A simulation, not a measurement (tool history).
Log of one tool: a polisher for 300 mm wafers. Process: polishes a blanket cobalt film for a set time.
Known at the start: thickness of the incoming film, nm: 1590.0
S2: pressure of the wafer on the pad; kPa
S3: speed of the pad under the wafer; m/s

Run 1, day 0.000: flow of slurry (ml/min) 175, S2 15.9 kPa, S3 1.22 m/s, polishing time (s) 65. Result: film removed (angstrom) 3748.3.
Run 2, day 0.204: flow of slurry (ml/min) 170, S2 14.5 kPa, S3 1.22 m/s, polishing time (s) 65. Result: film removed (angstrom) 3473.4.
Run 3, day 0.421: flow of slurry (ml/min) 170, S2 13.1 kPa, S3 1.22 m/s, polishing time (s) 65. Result: film removed (angstrom) 3071.2.
Run 4, day 0.642: flow of slurry (ml/min) 170, S2 13.1 kPa, S3 1.22 m/s, polishing time (s) 65. Result: film removed (angstrom) 3069.4.
Run 5, day 0.804: flow of slurry (ml/min) 185, S2 13.1 kPa, S3 1.22 m/s, polishing time (s) 65. Result: film removed (angstrom) 3103.9.
Run 6, day 0.892: flow of slurry (ml/min) 185, S2 13.1 kPa, S3 1.22 m/s, polishing time (s) 65. Result: film removed (angstrom) 3117.6.
Run 7, day 1.146: flow of slurry (ml/min) 185, S2 12.4 kPa, S3 1.22 m/s, polishing time (s) 65. Result: film removed (angstrom) 2987.8.

The next listed run, before its measurement:
Run 8, day 1.429: flow of slurry (ml/min) 180, S2 11.7 kPa, S3 1.22 m/s, polishing time (s) 65. Result: film removed (angstrom) ?.

{"run 8": {"film removed (angstrom)": 2773.2}}

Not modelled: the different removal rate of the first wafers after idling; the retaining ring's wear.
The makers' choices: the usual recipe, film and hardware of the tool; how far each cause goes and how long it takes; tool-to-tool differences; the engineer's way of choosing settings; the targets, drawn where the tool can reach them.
